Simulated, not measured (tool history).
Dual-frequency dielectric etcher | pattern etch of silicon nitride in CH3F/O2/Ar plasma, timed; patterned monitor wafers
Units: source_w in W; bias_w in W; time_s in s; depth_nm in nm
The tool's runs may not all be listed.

| run | hour | source_w | bias_w | time_s | depth_nm |
|---|---|---|---|---|---|
| 1 | 0.0 | 530 | 87 | 26.5 | 21.974 |
| 2 | 5.6 | 500 | 83 | 26.5 | 20.807 |
| 3 | 9.2 | 470 | 82 | 26.5 | 19.981 |
| 4 | 11.4 | 470 | 98 | 26.5 | 21.483 |
| 5 | 13.0 | 470 | 98 | 26.5 | 21.577 |
| 6 | 17.9 | 450 | 96 | 26.5 | 20.900 |
| 7 | 22.0 | 350 | 78 | 25.5 | 15.540 |

Forecast run 8:
| 8 | 24.7 | 360 | 78 | 25.5 | ? |

Run 8 gave depth_nm 15.829 nm.
